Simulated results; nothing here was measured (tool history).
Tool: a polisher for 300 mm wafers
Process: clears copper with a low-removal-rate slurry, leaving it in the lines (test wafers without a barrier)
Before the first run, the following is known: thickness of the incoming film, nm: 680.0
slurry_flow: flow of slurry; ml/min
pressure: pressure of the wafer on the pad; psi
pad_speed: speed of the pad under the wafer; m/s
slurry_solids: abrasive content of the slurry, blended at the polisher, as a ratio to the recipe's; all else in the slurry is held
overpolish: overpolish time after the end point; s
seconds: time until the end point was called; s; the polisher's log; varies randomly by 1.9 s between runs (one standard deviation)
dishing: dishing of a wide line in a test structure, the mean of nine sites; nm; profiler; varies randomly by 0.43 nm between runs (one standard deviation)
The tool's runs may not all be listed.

{"run": 1, "hour": 0.0, "slurry_flow": 160, "pressure": 4.1, "pad_speed": 1.14, "slurry_solids": 1, "overpolish": 14, "seconds": 142.49, "dishing": 25.815}
{"run": 2, "hour": 3.1, "slurry_flow": 160, "pressure": 4.4, "pad_speed": 1.14, "slurry_solids": 1, "overpolish": 14, "seconds": 130.13, "dishing": 26.354}
{"run": 3, "hour": 4.3, "slurry_flow": 125, "pressure": 4.4, "pad_speed": 1.14, "slurry_solids": 1, "overpolish": 14, "seconds": 139.97, "dishing": 25.229}
{"run": 4, "hour": 10.6, "slurry_flow": 140, "pressure": 4.4, "pad_speed": 1.14, "slurry_solids": 1, "overpolish": 14, "seconds": 131.83, "dishing": 25.998}
{"run": 5, "hour": 13.8, "slurry_flow": 140, "pressure": 3.4, "pad_speed": 1.14, "slurry_solids": 1, "overpolish": 14, "seconds": 170.97, "dishing": 23.821}
{"run": 6, "hour": 17.2, "slurry_flow": 140, "pressure": 2.8, "pad_speed": 1.14, "slurry_solids": 1, "overpolish": 14, "seconds": 201.63, "dishing": 21.44}
{"run": 7, "hour": 23.6, "slurry_flow": 140, "pressure": 2.8, "pad_speed": 1.14, "slurry_solids": 1, "overpolish": 14, "seconds": 210.61, "dishing": 22.082}

Run 8, settings as shown, results not yet in. Your forecast:
{"run": 8, "hour": 32.3, "slurry_flow": 145, "pressure": 3.4, "pad_speed": 1.16, "slurry_solids": 1, "overpolish": 14, "seconds": "?", "dishing": "?"}

seconds: 173.35 s
dishing: 22.982 nm
